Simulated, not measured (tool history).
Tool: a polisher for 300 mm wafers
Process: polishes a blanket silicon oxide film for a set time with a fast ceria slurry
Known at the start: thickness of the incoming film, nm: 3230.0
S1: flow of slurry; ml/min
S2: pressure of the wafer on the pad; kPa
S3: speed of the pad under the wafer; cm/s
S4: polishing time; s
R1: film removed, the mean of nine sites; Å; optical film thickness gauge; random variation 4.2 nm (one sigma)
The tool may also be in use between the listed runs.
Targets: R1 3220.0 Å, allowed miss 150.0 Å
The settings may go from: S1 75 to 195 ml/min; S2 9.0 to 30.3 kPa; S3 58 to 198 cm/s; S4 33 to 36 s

{"run": 1, "day": 0.0, "S1": 125, "S2": 19.3, "S3": 128, "S4": 36, "R1": 6912.9}
{"run": 2, "day": 0.204, "S1": 125, "S2": 19.3, "S3": 128, "S4": 33, "R1": 6417.2}
{"run": 3, "day": 0.538, "S1": 125, "S2": 19.3, "S3": 142, "S4": 33, "R1": 6880.5}
{"run": 4, "day": 0.646, "S1": 120, "S2": 17.2, "S3": 136, "S4": 33, "R1": 6046.0}
{"run": 5, "day": 0.75, "S1": 120, "S2": 15.9, "S3": 130, "S4": 33, "R1": 5237.7}
{"run": 6, "day": 1.075, "S1": 95, "S2": 15.9, "S3": 130, "S4": 33, "R1": 5035.9}
{"run": 7, "day": 1.433, "S1": 95, "S2": 14.5, "S3": 128, "S4": 33, "R1": 4621.3}
{"run": 8, "day": 1.779, "S1": 95, "S2": 13.1, "S3": 126, "S4": 33, "R1": 4190.0}
{"run": 9, "day": 2.075, "S1": 95, "S2": 12.4, "S3": 126, "S4": 33, "R1": 3860.8}
{"run": 10, "day": 2.342, "S1": 95, "S2": 11.7, "S3": 126, "S4": 33, "R1": 3636.1}
{"run": 11, "day": 2.458, "S1": 95, "S2": 11.0, "S3": 126, "S4": 33, "R1": 3484.2}

Which of these 5 next moves meets every target?
{"run": "A", "day": 2.575, "S1": 85, "S2": 10.3, "S3": 110, "S4": 33, "R1": "?"}
{"run": "B", "day": 2.575, "S1": 100, "S2": 9.7, "S3": 130, "S4": 33, "R1": "?"}
{"run": "C", "day": 2.575, "S1": 100, "S2": 10.3, "S3": 112, "S4": 33, "R1": "?"}
{"run": "D", "day": 2.575, "S1": 115, "S2": 9.0, "S3": 116, "S4": 34, "R1": "?"}
{"run": "E", "day": 2.575, "S1": 75, "S2": 12.4, "S3": 124, "S4": 35, "R1": "?"}

move=A R1=2789.3
move=B R1=3167.8
move=C R1=2926.6
move=D R1=2794.3
move=E R1=3852.7
A: takes the result that was furthest off past its target
B: meets every target
C: takes the result that was furthest off past its target
D: takes the result that was furthest off past its target
E: further off than the last run
Move B is the one to make.
